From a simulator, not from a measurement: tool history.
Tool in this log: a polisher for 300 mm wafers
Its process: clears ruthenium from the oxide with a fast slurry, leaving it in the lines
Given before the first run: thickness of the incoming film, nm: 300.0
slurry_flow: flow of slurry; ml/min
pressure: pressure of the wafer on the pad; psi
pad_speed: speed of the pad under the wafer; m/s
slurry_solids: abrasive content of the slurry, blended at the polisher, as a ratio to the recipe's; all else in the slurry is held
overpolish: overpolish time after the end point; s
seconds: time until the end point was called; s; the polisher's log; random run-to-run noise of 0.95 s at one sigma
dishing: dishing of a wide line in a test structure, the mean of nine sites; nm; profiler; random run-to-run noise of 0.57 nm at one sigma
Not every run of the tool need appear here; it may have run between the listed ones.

run	day	slurry_flow	pressure	pad_speed	slurry_solids	overpolish	seconds	dishing
1	0	280	2.8	1.14	1	27	55.862	90.571
2	0.283	280	2.8	1.14	1.2	27	51.64	98.595
3	0.638	280	2.5	1.14	1.2	27	55.548	90.873
4	0.967	290	2.3	1.16	1.05	23	61.208	77.296
5	1.238	265	2.1	1.18	0.95	20	68.229	67.263
6	1.442	230	2.1	1.18	0.95	20	70.244	65.051
7	1.779	220	2	1.18	0.85	18	77.274	55.301
8	2.096	210	2.1	1.16	0.8	16	80.12	47.554
9	2.238	200	2.4	1.1	0.75	14	81.499	41.542
10	2.467	195	2.6	1.04	0.7	13	87.662	38.187
11	2.617	190	2.9	0.98	0.65	12	91.393	33.779
12	2.812	185	3.2	0.94	0.6	11	97.916	30.577
13	3.092	180	3.4	0.92	0.6	10	95.931	26.937
14	3.296	180	3.5	0.92	0.6	10	94.951	28.527
15	3.467	180	3.7	0.92	0.6	10	89.076	29.055
16	3.817	180	3.8	0.9	0.6	10	88.608	29.275
17	3.979	180	3.9	0.88	0.6	10	90.96	29.373
18	4.062	180	3.9	0.88	0.6	10	89.066	29.42
19	4.208	180	4	0.86	0.6	10	88.669	29.668
# day 4.417: head pressure recalibrated
20	4.417	180	4.1	0.86	0.6	10	95.438	27.499
21	4.538	180	4.2	0.86	0.6	10	94.773	27.234

Expected results for the next run?
22	4.608	180	4.4	0.78	0.6	8	?	?

Run 22 produced seconds 98.514 s, dishing 21.806 nm.

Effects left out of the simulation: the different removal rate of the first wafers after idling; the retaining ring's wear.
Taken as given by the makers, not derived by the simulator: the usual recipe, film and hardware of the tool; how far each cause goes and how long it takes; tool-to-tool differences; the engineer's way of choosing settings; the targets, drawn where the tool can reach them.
